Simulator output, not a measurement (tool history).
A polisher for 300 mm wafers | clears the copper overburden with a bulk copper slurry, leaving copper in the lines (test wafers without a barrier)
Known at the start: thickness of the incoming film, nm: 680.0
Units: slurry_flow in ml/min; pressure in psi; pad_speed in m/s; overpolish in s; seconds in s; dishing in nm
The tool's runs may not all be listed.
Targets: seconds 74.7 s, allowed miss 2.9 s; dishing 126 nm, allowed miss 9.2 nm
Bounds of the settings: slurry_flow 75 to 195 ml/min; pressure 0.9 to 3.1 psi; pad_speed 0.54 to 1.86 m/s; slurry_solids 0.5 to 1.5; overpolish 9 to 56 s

run	day	slurry_flow	pressure	pad_speed	slurry_solids	overpolish	seconds	dishing
1	0	125	2	1.18	1	29	89.83	102.95
2	0.321	125	2	1.18	0.8	29	95.204	99.227
3	0.446	125	2	1.04	0.8	29	108.37	93.488
4	0.538	130	2.1	1.04	0.8	29	103.75	96.929
5	0.9	130	2.2	1.04	0.8	29	98.435	96.155
6	1.004	130	2.3	1.04	0.8	31	94.208	105.93
7	1.046	130	2.4	1.04	0.8	31	91.571	112.07
8	1.246	135	2.5	1.04	0.8	30	87.127	107.73
9	1.55	135	2.6	1.04	0.8	31	85.071	113.97
10	1.854	135	2.7	1.04	0.8	31	82.307	116.02
11	1.9	140	2.8	1.04	0.8	32	78.256	121.79

4 next moves are on the table. One of them brings every result within its allowed miss. Which?
A	1.946	120	3.1	0.96	1.05	31	?	?
B	1.946	160	2.8	0.98	0.9	30	?	?
C	1.946	145	2.4	1.1	0.8	39	?	?
D	1.946	145	2.7	1.02	0.75	31	?	?

move	seconds	dishing
A	76.531	125.35
B	81.147	117.52
C	86.229	122.95
D	84.778	115.98
A: meets every target
B: further off than the last run
C: further off than the last run
D: further off than the last run
Answer: A
